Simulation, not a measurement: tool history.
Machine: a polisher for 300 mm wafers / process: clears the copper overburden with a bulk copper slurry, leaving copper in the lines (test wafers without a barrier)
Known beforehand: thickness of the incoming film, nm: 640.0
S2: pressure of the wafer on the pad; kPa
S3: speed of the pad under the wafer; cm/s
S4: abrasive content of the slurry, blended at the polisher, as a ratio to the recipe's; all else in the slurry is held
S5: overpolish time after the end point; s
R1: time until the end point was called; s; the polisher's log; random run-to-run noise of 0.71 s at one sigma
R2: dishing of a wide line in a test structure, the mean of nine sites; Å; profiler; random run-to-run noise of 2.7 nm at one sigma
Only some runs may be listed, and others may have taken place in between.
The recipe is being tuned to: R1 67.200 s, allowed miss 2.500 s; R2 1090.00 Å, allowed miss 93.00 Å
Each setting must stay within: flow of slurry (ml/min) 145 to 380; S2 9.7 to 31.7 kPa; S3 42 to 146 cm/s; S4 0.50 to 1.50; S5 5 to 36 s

run 1 day=0.000 | flow_of_slurry_(ml/min)=245 S2=20.7 S3=94 S4=1.00 S5=18 | R1=80.611 R2=867.33
run 2 day=0.283 | flow_of_slurry_(ml/min)=245 S2=21.4 S3=94 S4=1.00 S5=19 | R1=78.307 R2=925.33
run 3 day=0.333 | flow_of_slurry_(ml/min)=245 S2=22.1 S3=94 S4=1.00 S5=19 | R1=74.735 R2=900.60
run 4 day=0.558 | flow_of_slurry_(ml/min)=245 S2=22.1 S3=94 S4=1.00 S5=20 | R1=75.098 R2=973.49
run 5 day=0.738 | flow_of_slurry_(ml/min)=245 S2=22.1 S3=94 S4=1.00 S5=16 | R1=76.066 R2=860.10
run 6 day=1.062 | flow_of_slurry_(ml/min)=245 S2=17.9 S3=94 S4=1.00 S5=16 | R1=92.262 R2=753.96
run 7 day=1.404 | flow_of_slurry_(ml/min)=245 S2=18.6 S3=94 S4=1.00 S5=17 | R1=89.738 R2=791.73
run 8 day=1.667 | flow_of_slurry_(ml/min)=245 S2=19.3 S3=94 S4=1.00 S5=18 | R1=87.064 R2=853.61
run 9 day=1.896 | flow_of_slurry_(ml/min)=245 S2=20.0 S3=94 S4=1.00 S5=19 | R1=82.299 R2=840.95

Exercise: of the 4 proposed moves below, exactly one satisfies all targets within the stated allowed misses. Which move is it?
run A day=2.125 | flow_of_slurry_(ml/min)=210 S2=23.4 S3=112 S4=1.15 S5=21 | R1=? R2=?
run B day=2.125 | flow_of_slurry_(ml/min)=245 S2=23.4 S3=114 S4=0.95 S5=22 | R1=? R2=?
run C day=2.125 | flow_of_slurry_(ml/min)=250 S2=22.1 S3=112 S4=1.10 S5=23 | R1=? R2=?
run D day=2.125 | flow_of_slurry_(ml/min)=265 S2=22.8 S3=102 S4=1.00 S5=23 | R1=? R2=?

move=A R1=60.636 R2=1090.10
move=B R1=60.662 R2=1107.80
move=C R1=63.428 R2=1099.10
move=D R1=68.296 R2=1075.20
A: takes the result that was furthest off past its target
B: takes the result that was furthest off past its target
C: takes the result that was furthest off past its target
D: meets every target
The move that meets every target is D.
